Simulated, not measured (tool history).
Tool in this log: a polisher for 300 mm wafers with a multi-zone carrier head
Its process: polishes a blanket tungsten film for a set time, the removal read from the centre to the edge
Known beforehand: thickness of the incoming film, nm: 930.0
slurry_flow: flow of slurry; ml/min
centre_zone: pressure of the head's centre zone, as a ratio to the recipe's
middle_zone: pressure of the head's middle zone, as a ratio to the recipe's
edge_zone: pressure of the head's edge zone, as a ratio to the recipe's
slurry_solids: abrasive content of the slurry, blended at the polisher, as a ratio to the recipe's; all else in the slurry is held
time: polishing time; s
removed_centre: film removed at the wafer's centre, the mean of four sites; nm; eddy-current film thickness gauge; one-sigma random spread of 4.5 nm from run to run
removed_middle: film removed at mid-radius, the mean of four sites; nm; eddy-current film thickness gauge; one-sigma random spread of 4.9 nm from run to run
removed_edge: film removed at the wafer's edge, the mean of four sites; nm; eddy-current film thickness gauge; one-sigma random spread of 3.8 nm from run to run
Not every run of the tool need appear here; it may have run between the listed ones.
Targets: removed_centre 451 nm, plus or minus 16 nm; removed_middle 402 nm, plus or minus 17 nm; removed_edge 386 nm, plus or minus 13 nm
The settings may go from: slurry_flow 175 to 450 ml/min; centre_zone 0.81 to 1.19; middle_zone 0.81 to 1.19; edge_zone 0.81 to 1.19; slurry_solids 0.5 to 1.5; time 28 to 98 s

Run 1, hour 0: slurry_flow 290 ml/min, centre_zone 1, middle_zone 1, edge_zone 1, slurry_solids 1, time 63 s. Result: removed_centre 315.59 nm, removed_middle 315.24 nm, removed_edge 307.26 nm.
Run 2, hour 9: slurry_flow 290 ml/min, centre_zone 0.94, middle_zone 1, edge_zone 1, slurry_solids 1, time 63 s. Result: removed_centre 294.84 nm, removed_middle 314.44 nm, removed_edge 309.29 nm.
Run 3, hour 13.1: slurry_flow 295 ml/min, centre_zone 0.96, middle_zone 1.01, edge_zone 1.01, slurry_solids 1.05, time 63 s. Result: removed_centre 306.75 nm, removed_middle 320.59 nm, removed_edge 315.77 nm.
Run 4, hour 19.7: slurry_flow 300 ml/min, centre_zone 0.98, middle_zone 1.02, edge_zone 1.02, slurry_solids 1.1, time 63 s. Result: removed_centre 313.31 nm, removed_middle 324.94 nm, removed_edge 314.43 nm.
Run 5, hour 26.9: slurry_flow 300 ml/min, centre_zone 0.98, middle_zone 1.02, edge_zone 1.02, slurry_solids 1, time 63 s. Result: removed_centre 307.18 nm, removed_middle 328.77 nm, removed_edge 311.88 nm.
Run 6, hour 27.8: slurry_flow 300 ml/min, centre_zone 0.98, middle_zone 1.02, edge_zone 1.07, slurry_solids 1, time 63 s. Result: removed_centre 309.42 nm, removed_middle 325.98 nm, removed_edge 321.3 nm.
Run 7, hour 29.4: slurry_flow 300 ml/min, centre_zone 1, middle_zone 1.03, edge_zone 1.08, slurry_solids 1.05, time 64 s. Result: removed_centre 327.21 nm, removed_middle 335.33 nm, removed_edge 325.83 nm.
Run 8, hour 35.8: slurry_flow 300 ml/min, centre_zone 1.01, middle_zone 1.03, edge_zone 1.09, slurry_solids 1.1, time 65 s. Result: removed_centre 331.31 nm, removed_middle 342.03 nm, removed_edge 333.04 nm.
Run 9, hour 36.8: slurry_flow 305 ml/min, centre_zone 1.03, middle_zone 1.03, edge_zone 1.09, slurry_solids 1.15, time 66 s. Result: removed_centre 358.66 nm, removed_middle 344.84 nm, removed_edge 345.96 nm.
Run 10, hour 42.7: slurry_flow 310 ml/min, centre_zone 1.04, middle_zone 1.04, edge_zone 1.1, slurry_solids 1.2, time 66 s. Result: removed_centre 349.42 nm, removed_middle 358.87 nm, removed_edge 346.29 nm.
Run 11, hour 50.7: slurry_flow 310 ml/min, centre_zone 1.05, middle_zone 1.04, edge_zone 1.1, slurry_solids 1.2, time 67 s. Result: removed_centre 362.36 nm, removed_middle 353.04 nm, removed_edge 353.82 nm.
Run 12, hour 56.1: slurry_flow 310 ml/min, centre_zone 1.06, middle_zone 1.05, edge_zone 1.1, slurry_solids 1.2, time 68 s. Result: removed_centre 375.11 nm, removed_middle 371.16 nm, removed_edge 356.03 nm.
Run 13, hour 61.6: slurry_flow 310 ml/min, centre_zone 1.07, middle_zone 1.05, edge_zone 1.11, slurry_solids 1.25, time 68 s. Result: removed_centre 381.52 nm, removed_middle 367.88 nm, removed_edge 365.2 nm.
Run 14, hour 63.9: slurry_flow 310 ml/min, centre_zone 1.08, middle_zone 1.06, edge_zone 1.11, slurry_solids 1.25, time 68 s. Result: removed_centre 376.16 nm, removed_middle 371.23 nm, removed_edge 362.12 nm.

Below are 4 possible settings for the next run. Only one of them brings all results inside the allowed miss of their targets. Which is it?
Run A, hour 66.2: slurry_flow 215 ml/min, centre_zone 0.84, middle_zone 0.96, edge_zone 1.19, slurry_solids 1.5, time 67 s. Result: removed_centre ?, removed_middle ?, removed_edge ?.
Run B, hour 66.2: slurry_flow 305 ml/min, centre_zone 1.15, middle_zone 1, edge_zone 1.13, slurry_solids 1.4, time 67 s. Result: removed_centre ?, removed_middle ?, removed_edge ?.
Run C, hour 66.2: slurry_flow 270 ml/min, centre_zone 1.12, middle_zone 1.13, edge_zone 1, slurry_solids 1.2, time 73 s. Result: removed_centre ?, removed_middle ?, removed_edge ?.
Run D, hour 66.2: slurry_flow 405 ml/min, centre_zone 1.17, middle_zone 1.06, edge_zone 1.06, slurry_solids 0.9, time 77 s. Result: removed_centre ?, removed_middle ?, removed_edge ?.

move  removed_centre  removed_middle  removed_edge
   A          301.38          350.36        380.13
   B          413.43          365.14        373.91
   C           421.6          424.11        375.21
   D          450.13          409.79         388.7
A: moves away from the targets compared with the last run
B: gains on the last run, yet a result remains outside its allowed miss
C: gains on the last run, yet a result remains outside its allowed miss
D: every result lands within tolerance
The right move is D.
